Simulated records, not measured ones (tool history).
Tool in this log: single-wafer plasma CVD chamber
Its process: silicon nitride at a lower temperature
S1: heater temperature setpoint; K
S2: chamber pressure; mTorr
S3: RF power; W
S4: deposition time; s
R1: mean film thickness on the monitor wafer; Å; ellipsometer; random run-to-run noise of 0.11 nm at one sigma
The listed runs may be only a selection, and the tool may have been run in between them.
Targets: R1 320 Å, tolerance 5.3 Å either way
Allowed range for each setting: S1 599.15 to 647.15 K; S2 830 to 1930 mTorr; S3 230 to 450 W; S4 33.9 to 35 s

{"run": 1, "hour": 0.0, "S1": 623.15, "S2": 1380, "S3": 340, "S4": 33.9, "R1": 404.2}
{"run": 2, "hour": 1.0, "S1": 623.15, "S2": 1260, "S3": 320, "S4": 33.9, "R1": 376.18}
{"run": 3, "hour": 1.6, "S1": 623.15, "S2": 1260, "S3": 320, "S4": 33.9, "R1": 375.48}
{"run": 4, "hour": 6.1, "S1": 623.15, "S2": 1160, "S3": 310, "S4": 33.9, "R1": 360.44}
{"run": 5, "hour": 13.5, "S1": 623.15, "S2": 1090, "S3": 305, "S4": 33.9, "R1": 354.75}
{"run": 6, "hour": 22.4, "S1": 623.15, "S2": 1040, "S3": 295, "S4": 33.9, "R1": 341.79}
{"run": 7, "hour": 24.8, "S1": 623.15, "S2": 1000, "S3": 290, "S4": 33.9, "R1": 334.25}
{"run": 8, "hour": 29.1, "S1": 623.15, "S2": 960, "S3": 290, "S4": 33.9, "R1": 331.92}
{"run": 9, "hour": 34.5, "S1": 623.15, "S2": 930, "S3": 290, "S4": 33.9, "R1": 330.29}
{"run": 10, "hour": 35.1, "S1": 623.15, "S2": 910, "S3": 290, "S4": 33.9, "R1": 329.24}
{"run": 11, "hour": 38.1, "S1": 623.15, "S2": 890, "S3": 290, "S4": 33.9, "R1": 328.9}
{"run": 12, "hour": 40.5, "S1": 623.15, "S2": 880, "S3": 290, "S4": 33.9, "R1": 326.85}

Which single option among these 5 for the next run brings every result within its allowed miss of target? Just one does.
{"run": "A", "hour": 42.9, "S1": 622.15, "S2": 960, "S3": 280, "S4": 35, "R1": "?"}
{"run": "B", "hour": 42.9, "S1": 617.15, "S2": 940, "S3": 280, "S4": 33.9, "R1": "?"}
{"run": "C", "hour": 42.9, "S1": 626.15, "S2": 870, "S3": 270, "S4": 34.4, "R1": "?"}
{"run": "D", "hour": 42.9, "S1": 622.15, "S2": 850, "S3": 295, "S4": 34.9, "R1": "?"}
{"run": "E", "hour": 42.9, "S1": 616.15, "S2": 870, "S3": 290, "S4": 35, "R1": "?"}

move=A R1=332.52
move=B R1=321.53
move=C R1=310.82
move=D R1=340.74
move=E R1=338.51
A: its largest miss is bigger than the last run's
B: every result lands within tolerance
C: pushes the last run's worst result past its target
D: its largest miss is bigger than the last run's
E: its largest miss is bigger than the last run's
So the answer is move B, the one that meets all the targets.
